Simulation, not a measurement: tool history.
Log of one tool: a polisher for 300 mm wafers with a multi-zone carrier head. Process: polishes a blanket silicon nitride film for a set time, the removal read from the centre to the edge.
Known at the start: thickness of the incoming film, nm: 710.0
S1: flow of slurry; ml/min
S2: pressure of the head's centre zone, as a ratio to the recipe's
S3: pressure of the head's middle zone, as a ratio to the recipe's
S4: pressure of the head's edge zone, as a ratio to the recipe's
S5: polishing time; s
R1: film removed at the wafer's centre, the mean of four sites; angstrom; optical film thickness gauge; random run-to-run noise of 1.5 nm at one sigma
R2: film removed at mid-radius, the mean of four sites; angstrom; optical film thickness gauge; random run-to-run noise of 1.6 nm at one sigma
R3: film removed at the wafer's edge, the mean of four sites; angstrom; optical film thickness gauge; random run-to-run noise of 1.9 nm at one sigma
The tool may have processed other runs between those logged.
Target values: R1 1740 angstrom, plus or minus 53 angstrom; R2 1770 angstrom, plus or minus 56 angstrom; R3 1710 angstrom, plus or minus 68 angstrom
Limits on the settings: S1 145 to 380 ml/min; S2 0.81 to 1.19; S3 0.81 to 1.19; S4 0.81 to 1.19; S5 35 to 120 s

run,hour,S1,S2,S3,S4,S5,R1,R2,R3
1,0,245,1,1,1,77,1322.6,1368.1,1294.6
2,5.3,245,1,1,1.07,77,1353.7,1390.3,1402.2
3,7.6,270,1,1,1.07,77,1375.4,1397.9,1376.4
4,13.1,310,1,1,1.07,77,1387.1,1398.5,1383
5,17.6,305,1.02,1.02,1.09,80,1439.9,1471.6,1448.5
6,23.7,340,1.02,1.02,1.09,80,1471.9,1481.9,1480.9
7,28.4,340,1.04,1.04,1.11,82,1526.5,1561.7,1540.5
8,31,340,1.07,1.06,1.12,83,1607.7,1591.8,1534.7
9,38.4,340,1.07,1.06,1.12,83,1626.3,1617.2,1548.2
10,43.8,340,1.07,1.07,1.13,84,1615.5,1634.2,1570

Below are 5 possible settings for the next run. Only one of them brings all results inside the allowed miss of their targets. Which is it?
A,49.2,365,1.19,1.1,1.07,80,?,?,?
B,49.2,380,0.89,1.03,1.16,99,?,?,?
C,49.2,350,1.06,1.18,1.05,78,?,?,?
D,49.2,380,1.08,1.09,1.18,89,?,?,?
E,49.2,375,1.05,1.15,1.14,91,?,?,?

move,R1,R2,R3
A,1717.6,1606.1,1450.1
B,1590.9,1894.8,1875.9
C,1485.8,1652.8,1395.6
D,1738.9,1780,1700.2
E,1727,1898.6,1705
A: its largest miss is bigger than the last run's
B: carries the result that was furthest off beyond its target, to the other side
C: its largest miss is bigger than the last run's
D: in spec on every target
E: carries the result that was furthest off beyond its target, to the other side
Go with D: it meets all targets.
